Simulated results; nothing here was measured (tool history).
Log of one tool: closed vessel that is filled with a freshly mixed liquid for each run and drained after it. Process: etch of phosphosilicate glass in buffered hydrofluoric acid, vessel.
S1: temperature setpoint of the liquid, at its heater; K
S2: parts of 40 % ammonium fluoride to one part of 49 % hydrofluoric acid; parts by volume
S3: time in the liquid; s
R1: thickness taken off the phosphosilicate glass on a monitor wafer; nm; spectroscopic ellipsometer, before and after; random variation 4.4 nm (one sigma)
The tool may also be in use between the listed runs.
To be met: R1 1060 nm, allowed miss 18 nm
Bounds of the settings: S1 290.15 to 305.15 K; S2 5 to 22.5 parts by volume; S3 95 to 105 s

run  hour      S1    S2   S3      R1
  1     0  297.15  13.5   95   811.2
  2   7.4  294.15  13.5   95  683.24
  3  13.5  292.65  13.5   95  626.39
  4  14.8  292.65  13.5  105  692.02
  5  21.7  293.65  13.5  105  740.02
  6  26.9  294.65  13.5  105  780.53
  7  28.3  295.65  13.5  105  823.12
  8  34.2  296.15  13.5  105  850.18
  9  42.2  296.65  13.5  105  866.02
 10  47.6  297.15  13.5  105  891.81
 11  53.5  300.65  13.5  105  1087.1

4 next moves are on the table. One of them brings every result within its allowed miss. Which?
  A  59.4  301.15    14  100   ?
  B  59.4  300.15  12.5  105   ?
  C  59.4  300.65  13.5  100   ?
  D  59.4  296.15   9.5   95   ?

move      R1
   A  1013.5
   B  1127.2
   C  1022.6
   D  1054.2
A: takes the result that was furthest off past its target
B: further off than the last run
C: takes the result that was furthest off past its target
D: meets every target
Move D is the one to make.
